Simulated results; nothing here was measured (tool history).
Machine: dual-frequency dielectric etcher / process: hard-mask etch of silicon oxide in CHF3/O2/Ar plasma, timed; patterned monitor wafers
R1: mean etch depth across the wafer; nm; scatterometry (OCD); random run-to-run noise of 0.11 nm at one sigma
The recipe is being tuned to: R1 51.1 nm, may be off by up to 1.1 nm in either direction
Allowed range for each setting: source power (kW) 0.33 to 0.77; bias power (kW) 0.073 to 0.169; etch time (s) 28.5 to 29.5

{"run": 1, "hour": 0.0, "source power (kW)": 0.55, "bias power (kW)": 0.121, "etch time (s)": 28.5, "R1": 44.242}
{"run": 2, "hour": 1.1, "source power (kW)": 0.6, "bias power (kW)": 0.124, "etch time (s)": 28.5, "R1": 46.117}
{"run": 3, "hour": 1.7, "source power (kW)": 0.51, "bias power (kW)": 0.124, "etch time (s)": 28.5, "R1": 43.234}
{"run": 4, "hour": 9.3, "source power (kW)": 0.51, "bias power (kW)": 0.124, "etch time (s)": 29.5, "R1": 45.111}
{"run": 5, "hour": 17.5, "source power (kW)": 0.55, "bias power (kW)": 0.126, "etch time (s)": 29.5, "R1": 46.29}
{"run": 6, "hour": 20.1, "source power (kW)": 0.59, "bias power (kW)": 0.129, "etch time (s)": 29.5, "R1": 47.983}
{"run": 7, "hour": 26.5, "source power (kW)": 0.61, "bias power (kW)": 0.131, "etch time (s)": 29.5, "R1": 48.639}
{"run": 8, "hour": 31.2, "source power (kW)": 0.63, "bias power (kW)": 0.132, "etch time (s)": 29.5, "R1": 49.468}
{"run": 9, "hour": 39.1, "source power (kW)": 0.63, "bias power (kW)": 0.132, "etch time (s)": 29.5, "R1": 49.463}
{"run": 10, "hour": 46.5, "source power (kW)": 0.64, "bias power (kW)": 0.133, "etch time (s)": 29.5, "R1": 49.767}

Below are 4 possible settings for the next run. Only one of them brings all results inside the allowed miss of their targets. Which is it?
{"run": "A", "hour": 53.9, "source power (kW)": 0.73, "bias power (kW)": 0.111, "etch time (s)": 28.5, "R1": "?"}
{"run": "B", "hour": 53.9, "source power (kW)": 0.71, "bias power (kW)": 0.143, "etch time (s)": 28.5, "R1": "?"}
{"run": "C", "hour": 53.9, "source power (kW)": 0.59, "bias power (kW)": 0.132, "etch time (s)": 29.5, "R1": "?"}
{"run": "D", "hour": 53.9, "source power (kW)": 0.62, "bias power (kW)": 0.127, "etch time (s)": 29, "R1": "?"}

move=A R1=48.272
move=B R1=50.836
move=C R1=48.113
move=D R1=47.713
A: the biggest miss grows against the last run
B: all results in spec
C: the biggest miss grows against the last run
D: the biggest miss grows against the last run
Answer: B
